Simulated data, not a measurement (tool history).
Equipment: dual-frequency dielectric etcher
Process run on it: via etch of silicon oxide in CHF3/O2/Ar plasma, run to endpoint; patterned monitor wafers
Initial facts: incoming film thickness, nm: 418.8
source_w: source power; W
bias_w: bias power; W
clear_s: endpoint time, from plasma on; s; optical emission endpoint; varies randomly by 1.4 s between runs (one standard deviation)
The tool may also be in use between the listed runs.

Run 1, hour 0.0: source_w 460 W, bias_w 189 W. Result: clear_s 227.76 s.
Run 2, hour 1.5: source_w 460 W, bias_w 175 W. Result: clear_s 236.16 s.
Run 3, hour 7.5: source_w 420 W, bias_w 172 W. Result: clear_s 252.92 s.
Run 4, hour 10.2: source_w 510 W, bias_w 172 W. Result: clear_s 226.55 s.
Run 5, hour 12.5: source_w 470 W, bias_w 170 W. Result: clear_s 235.87 s.
Run 6, hour 20.7: source_w 440 W, bias_w 170 W. Result: clear_s 246.13 s.
Run 7, hour 22.4: source_w 350 W, bias_w 164 W. Result: clear_s 287.61 s.

What will run 8 give?
Run 8, hour 23.6: source_w 360 W, bias_w 164 W. Result: clear_s ?.

{"run 8": {"clear_s": 282.07}}

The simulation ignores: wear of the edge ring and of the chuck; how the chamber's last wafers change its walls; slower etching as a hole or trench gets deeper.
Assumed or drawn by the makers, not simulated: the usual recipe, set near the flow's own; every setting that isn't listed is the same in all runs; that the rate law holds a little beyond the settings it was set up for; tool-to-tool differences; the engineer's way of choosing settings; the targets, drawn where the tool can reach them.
